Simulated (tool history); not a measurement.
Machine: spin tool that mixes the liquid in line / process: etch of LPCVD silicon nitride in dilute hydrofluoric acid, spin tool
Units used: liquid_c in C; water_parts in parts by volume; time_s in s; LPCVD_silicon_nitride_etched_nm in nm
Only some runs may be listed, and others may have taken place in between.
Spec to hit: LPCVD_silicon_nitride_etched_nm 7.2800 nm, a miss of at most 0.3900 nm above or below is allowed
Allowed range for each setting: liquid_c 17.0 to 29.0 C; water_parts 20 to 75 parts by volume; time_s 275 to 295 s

run	hour	liquid_c	water_parts	time_s	LPCVD_silicon_nitride_etched_nm
1	0.0	21.0	45	275	2.9883
2	2.5	23.5	40	275	3.9411
3	10.0	23.5	50	275	3.2049
4	16.4	23.5	60	275	2.6792
5	23.5	25.0	50	280	3.5786
6	24.2	26.0	40	285	4.8927
7	32.7	27.0	35	285	5.8631
8	39.8	27.5	35	285	6.1183
9	42.5	28.0	35	285	6.4174
10	49.4	28.5	35	285	6.6052
11	53.4	29.0	35	285	6.7814
12	56.5	29.0	30	285	7.8269

Below are 5 possible settings for the next run. Only one of them brings all results inside the allowed miss of their targets. Which is it?
A	59.6	28.5	25	280	?
B	59.6	29.0	35	275	?
C	59.6	28.0	25	280	?
D	59.6	28.0	30	275	?
E	59.6	27.5	25	275	?

move	LPCVD_silicon_nitride_etched_nm
A	8.8671
B	6.4907
C	8.5779
D	7.0617
E	8.1491
A: lands further from the targets than the last run did
B: carries the result that was furthest off beyond its target, to the other side
C: lands further from the targets than the last run did
D: each result inside its tolerance
E: lands further from the targets than the last run did
The move that meets every target is D.
